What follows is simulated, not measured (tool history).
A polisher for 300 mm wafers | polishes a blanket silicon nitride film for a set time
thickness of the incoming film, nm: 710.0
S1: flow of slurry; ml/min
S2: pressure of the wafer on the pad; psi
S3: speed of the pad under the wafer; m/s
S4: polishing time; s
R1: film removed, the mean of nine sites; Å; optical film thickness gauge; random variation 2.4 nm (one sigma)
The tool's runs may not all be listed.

run 1 hour=0 | S1=125 S2=3.7 S3=0.98 S4=57 | R1=1169
run 2 hour=2.9 | S1=110 S2=3.7 S3=0.98 S4=57 | R1=1074.7
run 3 hour=7.5 | S1=125 S2=3.7 S3=0.98 S4=57 | R1=1138.9
run 4 hour=11.6 | S1=125 S2=3.7 S3=1.14 S4=57 | R1=1289.4
-- hour=16.3 slurry nozzle cleaned
run 5 hour=16.3 | S1=130 S2=3.8 S3=1.14 S4=57 | R1=1385.9
run 6 hour=22.2 | S1=105 S2=3.8 S3=1.14 S4=57 | R1=1307.9
run 7 hour=23.3 | S1=110 S2=3.9 S3=1.14 S4=57 | R1=1340.1

Forecast run 8:
run 8 hour=31.8 | S1=115 S2=4 S3=1.14 S4=57 | R1=?

{"run 8": {"R1": 1383.3}}
